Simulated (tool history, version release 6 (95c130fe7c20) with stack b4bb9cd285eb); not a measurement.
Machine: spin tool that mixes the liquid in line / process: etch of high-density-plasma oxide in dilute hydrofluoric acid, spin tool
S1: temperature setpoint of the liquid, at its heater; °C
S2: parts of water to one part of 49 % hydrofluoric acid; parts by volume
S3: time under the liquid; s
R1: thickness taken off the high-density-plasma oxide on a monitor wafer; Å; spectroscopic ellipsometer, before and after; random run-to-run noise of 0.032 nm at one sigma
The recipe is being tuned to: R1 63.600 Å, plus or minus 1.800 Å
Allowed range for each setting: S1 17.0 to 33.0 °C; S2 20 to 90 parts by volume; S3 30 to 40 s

run,hour,S1,S2,S3,R1
1,0.0,25.0,50,40,42.169
2,0.6,25.0,30,40,72.659
3,4.9,24.0,30,40,68.809
4,12.0,24.0,30,40,69.449
5,20.9,24.0,20,40,105.700
6,24.1,22.0,20,40,96.215
7,25.3,21.0,25,40,74.123
8,27.3,20.0,25,40,70.372
9,33.9,19.5,25,40,69.267
10,36.5,19.0,25,40,67.423
11,37.7,18.5,25,40,66.074

Which single option among these 5 for the next run brings every result within its allowed miss of target? Just one does.
A,38.9,20.0,20,30,?
B,38.9,17.0,20,35,?
C,38.9,19.5,25,40,?
D,38.9,17.5,25,40,?
E,38.9,19.0,25,40,?

move,R1
A,66.136
B,67.632
C,68.618
D,62.869
E,67.141
A: neither nearer nor further off than the last run
B: its largest miss is bigger than the last run's
C: its largest miss is bigger than the last run's
D: every result lands within tolerance
E: its largest miss is bigger than the last run's
The move that meets every target is D.
